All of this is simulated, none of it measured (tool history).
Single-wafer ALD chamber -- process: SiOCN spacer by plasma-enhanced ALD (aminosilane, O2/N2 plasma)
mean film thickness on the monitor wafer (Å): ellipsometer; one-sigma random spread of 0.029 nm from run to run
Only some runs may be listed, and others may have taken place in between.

run,hour,heater temperature setpoint (deg C),number of ALD cycles (cycles),mean film thickness on the monitor wafer (Å)
1,0,380,73,47.414
2,1,370,73,47.373
3,7.8,376,73,47.877
4,12.6,370,73,47.674
5,20.5,370,81,53.124
6,25,370,71,46.438

What will run 7 give?
7,33.8,370,83,?

{"run 7": {"mean film thickness on the monitor wafer (Å)": 54.606}}

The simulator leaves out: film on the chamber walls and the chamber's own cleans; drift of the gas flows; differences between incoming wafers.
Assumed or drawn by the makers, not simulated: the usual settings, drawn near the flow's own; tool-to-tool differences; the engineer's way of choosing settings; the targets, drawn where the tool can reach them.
